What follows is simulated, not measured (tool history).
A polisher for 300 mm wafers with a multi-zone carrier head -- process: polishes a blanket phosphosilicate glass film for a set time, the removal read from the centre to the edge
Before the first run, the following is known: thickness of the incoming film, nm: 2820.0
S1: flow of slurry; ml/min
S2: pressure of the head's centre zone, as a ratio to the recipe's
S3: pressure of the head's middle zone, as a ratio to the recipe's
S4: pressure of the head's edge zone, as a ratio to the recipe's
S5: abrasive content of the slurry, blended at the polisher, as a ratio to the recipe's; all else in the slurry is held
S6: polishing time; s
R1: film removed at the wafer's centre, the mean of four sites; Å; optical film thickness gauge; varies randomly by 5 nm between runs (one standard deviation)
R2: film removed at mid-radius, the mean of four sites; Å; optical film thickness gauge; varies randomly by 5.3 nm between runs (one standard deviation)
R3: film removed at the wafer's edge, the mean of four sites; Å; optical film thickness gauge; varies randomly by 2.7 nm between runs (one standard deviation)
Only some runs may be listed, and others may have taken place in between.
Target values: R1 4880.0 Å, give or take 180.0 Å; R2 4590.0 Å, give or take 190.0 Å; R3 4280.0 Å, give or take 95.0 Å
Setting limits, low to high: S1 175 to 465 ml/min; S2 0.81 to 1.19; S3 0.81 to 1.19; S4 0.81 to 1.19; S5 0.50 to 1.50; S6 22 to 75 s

run    day   S1    S2    S3    S4    S5  S6      R1      R2      R3
  1  0.000  295  1.00  1.00  1.00  1.00  48  5082.0  5227.9  5262.3
  2  0.138  295  1.00  1.08  1.00  1.00  48  5151.5  5382.3  5264.4
  3  0.221  295  1.00  1.08  1.00  0.90  48  4781.2  4961.3  4834.7
  4  0.425  295  1.04  1.08  1.00  0.90  48  4888.1  5023.2  4888.5
  5  0.650  295  1.04  1.08  1.00  0.90  56  5838.3  5929.3  5612.4
  6  0.842  295  0.99  1.08  1.00  0.90  56  5506.0  5972.1  5652.6
  7  1.021  295  0.99  1.08  1.00  0.90  56  5511.5  5962.2  5657.7
  8  1.279  290  1.01  1.06  0.98  0.85  56  5369.0  5505.7  5367.7
  9  1.567  285  1.02  1.07  0.95  0.85  56  5333.0  5592.3  5334.7

Of the 4 settings listed for the next run, only one would bring every result within its allowed miss of target. Which one?
  A  1.854  320  1.06  1.19  0.92  0.80  48   ?   ?   ?
  B  1.854  315  1.13  1.07  0.90  0.70  55   ?   ?   ?
  C  1.854  305  1.05  1.12  0.87  0.95  40   ?   ?   ?
  D  1.854  325  1.11  1.01  0.98  0.75  54   ?   ?   ?

move      R1      R2      R3
   A  4615.7  5019.1  4364.1
   B  4900.5  4621.4  4332.2
   C  4364.8  4585.2  4122.2
   D  5109.5  4706.0  4698.3
A: brings the result that was furthest off to its target, and leaves another outside
B: each result inside its tolerance
C: takes the biggest miss from the last run beyond its target
D: moves toward the targets from the last run without getting all of them in spec
B is the move that brings every result within its allowed miss.
